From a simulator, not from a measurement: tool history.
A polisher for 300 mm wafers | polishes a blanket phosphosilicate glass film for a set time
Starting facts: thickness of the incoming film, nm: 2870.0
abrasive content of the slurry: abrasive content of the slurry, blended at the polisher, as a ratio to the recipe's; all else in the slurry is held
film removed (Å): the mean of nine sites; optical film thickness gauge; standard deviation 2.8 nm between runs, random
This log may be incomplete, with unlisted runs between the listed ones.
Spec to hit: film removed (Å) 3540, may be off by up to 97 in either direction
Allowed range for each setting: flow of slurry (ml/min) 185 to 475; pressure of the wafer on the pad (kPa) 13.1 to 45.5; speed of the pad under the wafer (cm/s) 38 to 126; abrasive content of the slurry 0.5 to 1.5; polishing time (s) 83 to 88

run  hour  flow of slurry (ml/min)  pressure of the wafer on the pad (kPa)  speed of the pad under the wafer (cm/s)  abrasive content of the slurry  polishing time (s)  film removed (Å)
  1     0                      305                                      29                                       82                               1                  83            8582.9
  2   4.8                      305                                    26.2                                       76                               1                  83            7405.7
  3   7.6                      305                                    20.7                                       76                               1                  83              5989
  4  15.9                      305                                    19.3                                       72                               1                  83            5362.9
  5  16.6                      305                                    19.3                                       72                               1                  83              5319
  6  20.2                      305                                    18.6                                       70                               1                  83            5059.2
  7  23.1                      305                                    17.9                                       68                               1                  83            4852.8
  8    27                      305                                    17.2                                       66                               1                  83            4533.9
  9  31.9                      300                                    13.1                                       56                               1                  83            3214.7
 10  36.7                      310                                    13.1                                       56                               1                  83            3155.6
 11  42.4                      310                                    13.8                                       56                               1                  83            3333.3

Of the 4 settings listed for the next run, only one would bring every result within its allowed miss of target. Which one?
  A  48.1                      270                                    13.1                                       64                               1                  86                 ?
  B  48.1                      300                                    15.2                                       48                            0.95                  83                 ?
  C  48.1                      320                                    13.8                                       50                            1.05                  84                 ?
  D  48.1                      280                                    15.9                                       38                               1                  85                 ?

move  film removed (Å)
   A            3632.1
   B            3316.3
   C            3310.4
   D            3153.4
A: each result inside its tolerance
B: moves away from the targets compared with the last run
C: moves away from the targets compared with the last run
D: moves away from the targets compared with the last run
Correct choice: A, which meets every target
